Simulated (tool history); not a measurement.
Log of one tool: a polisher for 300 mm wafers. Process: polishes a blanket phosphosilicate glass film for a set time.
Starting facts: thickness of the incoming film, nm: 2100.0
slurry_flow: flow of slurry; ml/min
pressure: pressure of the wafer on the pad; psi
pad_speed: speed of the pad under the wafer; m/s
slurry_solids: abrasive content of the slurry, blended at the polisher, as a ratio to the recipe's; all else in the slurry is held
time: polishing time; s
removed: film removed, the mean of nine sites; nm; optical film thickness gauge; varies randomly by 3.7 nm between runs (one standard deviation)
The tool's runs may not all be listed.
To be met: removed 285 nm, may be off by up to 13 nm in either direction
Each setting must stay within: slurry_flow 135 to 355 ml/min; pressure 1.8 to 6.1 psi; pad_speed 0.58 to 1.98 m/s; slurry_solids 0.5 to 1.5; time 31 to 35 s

Run 1, day 0: slurry_flow 225 ml/min, pressure 3.9 psi, pad_speed 1.28 m/s, slurry_solids 1, time 35 s. Result: removed 364.81 nm.
Run 2, day 0.333: slurry_flow 225 ml/min, pressure 3.9 psi, pad_speed 1.28 m/s, slurry_solids 1, time 35 s. Result: removed 362.3 nm.
Run 3, day 0.504: slurry_flow 225 ml/min, pressure 3.8 psi, pad_speed 1.28 m/s, slurry_solids 1, time 35 s. Result: removed 347.97 nm.
Run 4, day 0.733: slurry_flow 250 ml/min, pressure 3.8 psi, pad_speed 1.28 m/s, slurry_solids 1, time 35 s. Result: removed 358.16 nm.
Run 5, day 0.879: slurry_flow 250 ml/min, pressure 3.7 psi, pad_speed 1.28 m/s, slurry_solids 1, time 35 s. Result: removed 354.23 nm.
Run 6, day 0.904: slurry_flow 250 ml/min, pressure 3.7 psi, pad_speed 1.28 m/s, slurry_solids 0.85, time 35 s. Result: removed 331.63 nm.
Run 7, day 1.25: slurry_flow 250 ml/min, pressure 3.6 psi, pad_speed 1.28 m/s, slurry_solids 0.85, time 35 s. Result: removed 321.69 nm.
Run 8, day 1.288: slurry_flow 250 ml/min, pressure 3.5 psi, pad_speed 1.28 m/s, slurry_solids 0.85, time 35 s. Result: removed 317.94 nm.
Run 9, day 1.438: slurry_flow 250 ml/min, pressure 3.4 psi, pad_speed 1.28 m/s, slurry_solids 0.85, time 35 s. Result: removed 305.98 nm.

Below are 5 possible settings for the next run. Only one of them brings all results inside the allowed miss of their targets. Which is it?
Run A, day 1.588: slurry_flow 225 ml/min, pressure 3.6 psi, pad_speed 1.32 m/s, slurry_solids 0.85, time 34 s. Result: removed ?.
Run B, day 1.588: slurry_flow 240 ml/min, pressure 3.5 psi, pad_speed 1.4 m/s, slurry_solids 0.85, time 34 s. Result: removed ?.
Run C, day 1.588: slurry_flow 240 ml/min, pressure 3.7 psi, pad_speed 1.28 m/s, slurry_solids 0.8, time 31 s. Result: removed ?.
Run D, day 1.588: slurry_flow 305 ml/min, pressure 2.6 psi, pad_speed 1.74 m/s, slurry_solids 1.15, time 32 s. Result: removed ?.
Run E, day 1.588: slurry_flow 240 ml/min, pressure 3.1 psi, pad_speed 1.26 m/s, slurry_solids 0.85, time 32 s. Result: removed ?.

move  removed
   A   316.43
   B    325.4
   C    285.1
   D   312.36
   E    250.4
A: the biggest miss grows against the last run
B: the biggest miss grows against the last run
C: in spec on every target
D: the biggest miss grows against the last run
E: the result that was furthest off in the last run now lies on the other side of its target
C meets every target.

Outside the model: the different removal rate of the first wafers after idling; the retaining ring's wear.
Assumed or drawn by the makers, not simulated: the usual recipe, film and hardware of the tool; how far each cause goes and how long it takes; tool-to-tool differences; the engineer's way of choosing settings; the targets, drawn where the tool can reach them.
